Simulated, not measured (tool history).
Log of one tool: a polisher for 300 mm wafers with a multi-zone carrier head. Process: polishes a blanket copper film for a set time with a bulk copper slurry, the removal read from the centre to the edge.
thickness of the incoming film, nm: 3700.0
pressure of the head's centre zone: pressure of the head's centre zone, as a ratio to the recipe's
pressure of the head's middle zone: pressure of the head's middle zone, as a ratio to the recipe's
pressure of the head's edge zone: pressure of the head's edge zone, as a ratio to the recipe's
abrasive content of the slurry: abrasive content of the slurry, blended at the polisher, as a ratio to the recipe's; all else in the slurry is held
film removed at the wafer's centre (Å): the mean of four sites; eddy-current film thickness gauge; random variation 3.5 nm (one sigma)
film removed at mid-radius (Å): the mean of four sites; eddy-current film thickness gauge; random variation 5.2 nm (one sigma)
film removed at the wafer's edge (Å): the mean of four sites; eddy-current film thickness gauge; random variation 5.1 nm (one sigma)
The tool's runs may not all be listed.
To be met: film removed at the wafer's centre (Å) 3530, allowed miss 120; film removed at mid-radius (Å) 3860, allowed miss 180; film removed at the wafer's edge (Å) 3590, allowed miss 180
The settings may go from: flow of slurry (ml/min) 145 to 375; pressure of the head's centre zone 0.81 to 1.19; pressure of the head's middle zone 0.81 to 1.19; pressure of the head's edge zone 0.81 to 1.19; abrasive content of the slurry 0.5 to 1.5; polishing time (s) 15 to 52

run	hour	flow of slurry (ml/min)	pressure of the head's centre zone	pressure of the head's middle zone	pressure of the head's edge zone	abrasive content of the slurry	polishing time (s)	film removed at the wafer's centre (Å)	film removed at mid-radius (Å)	film removed at the wafer's edge (Å)
1	0	240	1	1	1	1	33	2522.2	2597.8	2540.6
2	8.6	240	1	1	0.93	1	33	2588.8	2595.6	2536.7
3	15.5	280	1	1	0.93	1	33	2602.2	2619.9	2467.3
4	16.4	265	1	1.02	0.94	1.1	34	2659.1	2776.3	2685.5
5	23.3	265	1	1.02	0.94	1.1	42	3338.4	3445.3	3308.5
6	24	265	1	1.03	0.94	1.15	42	3366	3481.1	3346.7
7	30.9	265	1	1.04	0.94	1.2	42	3450.1	3641.8	3384.8
8	32.6	260	1	1.04	0.95	1.2	42	3390.6	3574.4	3391.9

Which of these 5 next moves meets every target?
A	34.3	220	0.91	1.04	0.95	1.2	44	?	?	?
B	34.3	215	0.94	1.07	1	1.1	42	?	?	?
C	34.3	275	0.96	1.16	0.99	1.45	36	?	?	?
D	34.3	220	0.87	1.1	1.04	1.15	46	?	?	?
E	34.3	280	0.95	1.03	0.93	1.15	45	?	?	?

move	film removed at the wafer's centre (Å)	film removed at mid-radius (Å)	film removed at the wafer's edge (Å)
A	3273.7	3637.7	3446.5
B	3120.4	3469.6	3289.6
C	2999.2	3507.9	3065.4
D	3279.8	3946.4	3720
E	3510.5	3740.5	3517.3
A: further off than the last run
B: further off than the last run
C: further off than the last run
D: brings the result that was furthest off to its target, and leaves another outside
E: meets every target
The right move is E.

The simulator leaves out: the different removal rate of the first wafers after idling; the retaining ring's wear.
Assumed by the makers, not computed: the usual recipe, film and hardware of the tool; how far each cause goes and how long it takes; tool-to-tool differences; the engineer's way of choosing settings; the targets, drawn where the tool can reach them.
